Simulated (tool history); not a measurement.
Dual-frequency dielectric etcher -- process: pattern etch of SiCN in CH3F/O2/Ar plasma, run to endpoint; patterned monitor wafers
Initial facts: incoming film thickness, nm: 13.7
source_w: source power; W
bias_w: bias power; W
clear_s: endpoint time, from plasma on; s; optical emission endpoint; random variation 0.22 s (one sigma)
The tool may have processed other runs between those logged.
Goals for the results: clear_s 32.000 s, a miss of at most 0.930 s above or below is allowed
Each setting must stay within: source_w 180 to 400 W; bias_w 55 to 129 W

run	hour	source_w	bias_w	clear_s
1	0.0	290	92	36.565
2	5.5	290	102	34.312
3	12.2	290	87	37.710
4	21.2	300	88	37.066
5	29.6	310	89	36.876
6	36.9	310	96	35.052
7	43.0	310	97	35.023
8	44.6	310	98	34.747
9	50.1	310	99	34.711
10	51.1	310	100	34.656

5 next moves are on the table. One of them brings every result within its allowed miss. Which?
A	52.1	310	88	?
B	52.1	290	83	?
C	52.1	310	111	?
D	52.1	320	100	?
E	52.1	240	102	?

move	clear_s
A	37.123
B	39.138
C	32.396
D	34.127
E	36.175
A: moves away from the targets compared with the last run
B: moves away from the targets compared with the last run
C: every result within its allowed miss
D: moves toward the targets from the last run without getting all of them in spec
E: moves away from the targets compared with the last run
Go with C: it meets all targets.
